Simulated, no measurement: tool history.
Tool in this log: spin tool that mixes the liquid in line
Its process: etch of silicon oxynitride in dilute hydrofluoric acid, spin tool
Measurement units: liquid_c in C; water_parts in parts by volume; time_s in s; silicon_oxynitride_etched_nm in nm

Run 1, hour 0.0: liquid_c 25.0 C, water_parts 165 parts by volume, time_s 290 s. Result: silicon_oxynitride_etched_nm 3.0955 nm.
Run 2, hour 4.6: liquid_c 22.0 C, water_parts 165 parts by volume, time_s 290 s. Result: silicon_oxynitride_etched_nm 2.6630 nm.
Run 3, hour 9.7: liquid_c 20.0 C, water_parts 165 parts by volume, time_s 290 s. Result: silicon_oxynitride_etched_nm 2.3781 nm.
Run 4, hour 16.2: liquid_c 23.5 C, water_parts 165 parts by volume, time_s 290 s. Result: silicon_oxynitride_etched_nm 2.8404 nm.
Run 5, hour 21.7: liquid_c 20.0 C, water_parts 165 parts by volume, time_s 290 s. Result: silicon_oxynitride_etched_nm 2.3981 nm.
Run 6, hour 25.6: liquid_c 20.0 C, water_parts 165 parts by volume, time_s 310 s. Result: silicon_oxynitride_etched_nm 2.5911 nm.
Run 7, hour 30.0: liquid_c 23.0 C, water_parts 165 parts by volume, time_s 310 s. Result: silicon_oxynitride_etched_nm 3.0586 nm.

What will run 8 give?
Run 8, hour 31.8: liquid_c 25.0 C, water_parts 165 parts by volume, time_s 310 s. Result: silicon_oxynitride_etched_nm ?.

Run 8 yielded silicon_oxynitride_etched_nm 3.2723 nm.
